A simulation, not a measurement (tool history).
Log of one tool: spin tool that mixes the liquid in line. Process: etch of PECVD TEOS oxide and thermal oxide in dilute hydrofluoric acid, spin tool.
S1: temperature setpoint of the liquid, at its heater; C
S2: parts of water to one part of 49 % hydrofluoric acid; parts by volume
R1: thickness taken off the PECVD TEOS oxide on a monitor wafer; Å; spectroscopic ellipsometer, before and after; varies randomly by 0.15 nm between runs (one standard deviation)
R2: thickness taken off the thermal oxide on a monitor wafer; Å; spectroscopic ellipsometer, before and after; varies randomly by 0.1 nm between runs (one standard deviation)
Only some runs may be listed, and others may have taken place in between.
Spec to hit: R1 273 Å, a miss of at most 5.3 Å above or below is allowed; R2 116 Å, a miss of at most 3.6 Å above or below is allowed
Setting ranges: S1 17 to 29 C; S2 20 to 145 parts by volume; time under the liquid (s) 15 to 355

{"run": 1, "day": 0.0, "S1": 21, "S2": 80, "time under the liquid (s)": 180, "R1": 234.67, "R2": 99.03}
{"run": 2, "day": 0.175, "S1": 21.5, "S2": 80, "time under the liquid (s)": 180, "R1": 240, "R2": 101.07}
{"run": 3, "day": 0.3, "S1": 23.5, "S2": 80, "time under the liquid (s)": 180, "R1": 263.36, "R2": 108.7}
{"run": 4, "day": 0.442, "S1": 23.5, "S2": 80, "time under the liquid (s)": 140, "R1": 203.62, "R2": 85.459}
{"run": 5, "day": 0.7, "S1": 23.5, "S2": 80, "time under the liquid (s)": 170, "R1": 246.05, "R2": 103.94}
{"run": 6, "day": 1.025, "S1": 20, "S2": 80, "time under the liquid (s)": 170, "R1": 215.42, "R2": 92.259}
{"run": 7, "day": 1.154, "S1": 21, "S2": 80, "time under the liquid (s)": 170, "R1": 222.98, "R2": 94.044}
{"run": 8, "day": 1.379, "S1": 22, "S2": 80, "time under the liquid (s)": 170, "R1": 233.25, "R2": 98.903}
{"run": 9, "day": 1.404, "S1": 22.5, "S2": 80, "time under the liquid (s)": 170, "R1": 236.61, "R2": 102.1}
{"run": 10, "day": 1.688, "S1": 25.5, "S2": 75, "time under the liquid (s)": 170, "R1": 289.09, "R2": 122.7}

Of the 4 settings listed for the next run, only one would bring every result within its allowed miss of target. Which one?
{"run": "A", "day": 1.971, "S1": 24.5, "S2": 50, "time under the liquid (s)": 115, "R1": "?", "R2": "?"}
{"run": "B", "day": 1.971, "S1": 25.5, "S2": 50, "time under the liquid (s)": 105, "R1": "?", "R2": "?"}
{"run": "C", "day": 1.971, "S1": 26, "S2": 85, "time under the liquid (s)": 175, "R1": "?", "R2": "?"}
{"run": "D", "day": 1.971, "S1": 24.5, "S2": 60, "time under the liquid (s)": 150, "R1": "?", "R2": "?"}

move=A R1=287.5 R2=121.28
move=B R1=273.44 R2=115.35
move=C R1=260.89 R2=110.05
move=D R1=308.37 R2=130.08
A: closer than the last run, but not yet in spec
B: every result lands within tolerance
C: moves the result that the last run missed by most past its target, out the other side
D: lands further from the targets than the last run did
The move that meets every target is B.
